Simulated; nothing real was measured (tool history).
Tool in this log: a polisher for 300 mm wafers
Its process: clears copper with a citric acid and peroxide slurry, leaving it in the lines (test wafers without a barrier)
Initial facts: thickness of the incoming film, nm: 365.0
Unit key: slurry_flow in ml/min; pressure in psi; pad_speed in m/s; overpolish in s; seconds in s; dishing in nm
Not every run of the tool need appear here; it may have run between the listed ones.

run	day	slurry_flow	pressure	pad_speed	slurry_solids	overpolish	seconds	dishing
1	0	260	3.7	0.86	1	18	152.76	26.864
2	0.267	260	3.7	0.86	1.2	18	144.01	27.677
3	0.512	260	3.7	0.86	1.05	18	151.08	26.453
4	0.838	260	3.7	0.86	0.95	18	152.48	26.245
5	1.117	260	3.7	0.86	0.95	24	156.28	31.465
6	1.4	260	4.1	0.86	0.95	24	140.67	35.147
7	1.638	260	4.4	0.86	0.95	23	128.9	35.907

Run 8 has not been measured yet. What should we expect?
8	1.838	260	4.7	0.86	0.95	23	?	?

seconds: 121.8 s
dishing: 37.565 nm

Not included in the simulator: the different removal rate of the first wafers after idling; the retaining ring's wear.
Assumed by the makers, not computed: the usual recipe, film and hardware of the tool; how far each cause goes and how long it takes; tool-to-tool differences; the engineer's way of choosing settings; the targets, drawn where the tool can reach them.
